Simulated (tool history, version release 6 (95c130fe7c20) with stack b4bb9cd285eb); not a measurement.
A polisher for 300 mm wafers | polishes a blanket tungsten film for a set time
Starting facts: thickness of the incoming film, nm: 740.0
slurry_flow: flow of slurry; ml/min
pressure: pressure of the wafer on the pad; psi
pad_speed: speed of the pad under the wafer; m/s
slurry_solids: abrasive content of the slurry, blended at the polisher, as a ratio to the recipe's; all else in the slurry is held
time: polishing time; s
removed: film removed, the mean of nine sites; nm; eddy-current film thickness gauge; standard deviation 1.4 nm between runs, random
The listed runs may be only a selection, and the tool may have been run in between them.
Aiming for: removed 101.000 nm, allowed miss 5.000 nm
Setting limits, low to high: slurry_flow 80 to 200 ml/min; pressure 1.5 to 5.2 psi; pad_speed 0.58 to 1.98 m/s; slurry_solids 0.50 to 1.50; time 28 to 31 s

Run 1, hour 0.0: slurry_flow 130 ml/min, pressure 3.3 psi, pad_speed 1.28 m/s, slurry_solids 1.00, time 31 s. Result: removed 175.040 nm.
Run 2, hour 8.9: slurry_flow 130 ml/min, pressure 2.9 psi, pad_speed 1.26 m/s, slurry_solids 1.00, time 31 s. Result: removed 150.230 nm.
Run 3, hour 15.3: slurry_flow 130 ml/min, pressure 2.5 psi, pad_speed 1.26 m/s, slurry_solids 1.00, time 31 s. Result: removed 132.820 nm.
Run 4, hour 16.1: slurry_flow 130 ml/min, pressure 2.5 psi, pad_speed 1.26 m/s, slurry_solids 1.10, time 31 s. Result: removed 135.680 nm.
At hour 21.8: slurry blender recalibrated.
Run 5, hour 21.8: slurry_flow 130 ml/min, pressure 2.5 psi, pad_speed 1.44 m/s, slurry_solids 1.10, time 31 s. Result: removed 163.610 nm.
Run 6, hour 22.6: slurry_flow 130 ml/min, pressure 2.1 psi, pad_speed 1.44 m/s, slurry_solids 1.10, time 31 s. Result: removed 136.990 nm.
Run 7, hour 29.0: slurry_flow 130 ml/min, pressure 2.1 psi, pad_speed 1.44 m/s, slurry_solids 1.10, time 31 s. Result: removed 139.410 nm.
Run 8, hour 35.8: slurry_flow 130 ml/min, pressure 2.0 psi, pad_speed 1.42 m/s, slurry_solids 1.10, time 31 s. Result: removed 128.630 nm.

Consider the 5 candidate settings below. Which is the only one whose results all fall within their allowed miss of target?
Run A, hour 42.6: slurry_flow 145 ml/min, pressure 1.6 psi, pad_speed 1.30 m/s, slurry_solids 0.95, time 31 s. Result: removed ?.
Run B, hour 42.6: slurry_flow 125 ml/min, pressure 2.5 psi, pad_speed 1.42 m/s, slurry_solids 1.10, time 30 s. Result: removed ?.
Run C, hour 42.6: slurry_flow 115 ml/min, pressure 1.5 psi, pad_speed 1.38 m/s, slurry_solids 1.30, time 28 s. Result: removed ?.
Run D, hour 42.6: slurry_flow 120 ml/min, pressure 1.6 psi, pad_speed 1.24 m/s, slurry_solids 0.90, time 31 s. Result: removed ?.
Run E, hour 42.6: slurry_flow 95 ml/min, pressure 2.3 psi, pad_speed 0.96 m/s, slurry_solids 1.05, time 28 s. Result: removed ?.

move  removed
   A   98.190
   B  152.070
   C   89.889
   D   89.584
   E   87.227
A: hits every target within its allowed miss
B: its largest miss is bigger than the last run's
C: the result that was furthest off in the last run now lies on the other side of its target
D: the result that was furthest off in the last run now lies on the other side of its target
E: the result that was furthest off in the last run now lies on the other side of its target
Correct choice: A, which meets every target
